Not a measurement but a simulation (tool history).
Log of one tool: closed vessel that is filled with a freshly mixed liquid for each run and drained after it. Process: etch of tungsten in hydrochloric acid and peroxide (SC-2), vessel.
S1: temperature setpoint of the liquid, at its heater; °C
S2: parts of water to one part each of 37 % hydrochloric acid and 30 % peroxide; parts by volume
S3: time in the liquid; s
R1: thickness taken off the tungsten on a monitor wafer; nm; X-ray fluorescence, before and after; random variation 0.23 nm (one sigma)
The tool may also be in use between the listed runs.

| run | hour | S1 | S2 | S3 | R1 |
|---|---|---|---|---|---|
| 1 | 0.0 | 51.0 | 9.0 | 90 | 13.6120 |
| 2 | 8.2 | 51.0 | 7.0 | 90 | 16.7890 |
| 3 | 12.0 | 51.0 | 8.0 | 90 | 15.0070 |
| 4 | 13.4 | 51.0 | 8.0 | 65 | 10.8490 |
| 5 | 16.9 | 44.5 | 8.0 | 65 | 6.9567 |
| 6 | 22.6 | 44.5 | 10.0 | 65 | 5.9624 |
| 7 | 27.6 | 46.5 | 10.0 | 65 | 6.5778 |
| 8 | 34.4 | 54.5 | 8.5 | 65 | 12.8140 |
| 9 | 36.2 | 55.5 | 8.5 | 65 | 13.8240 |
| 10 | 42.9 | 56.5 | 8.5 | 65 | 14.7450 |
| 11 | 47.5 | 57.5 | 8.5 | 65 | 15.8720 |

Forecast run 12:
| 12 | 50.7 | 58.5 | 8.5 | 65 | ? |

{"run 12": {"R1": 16.891}}

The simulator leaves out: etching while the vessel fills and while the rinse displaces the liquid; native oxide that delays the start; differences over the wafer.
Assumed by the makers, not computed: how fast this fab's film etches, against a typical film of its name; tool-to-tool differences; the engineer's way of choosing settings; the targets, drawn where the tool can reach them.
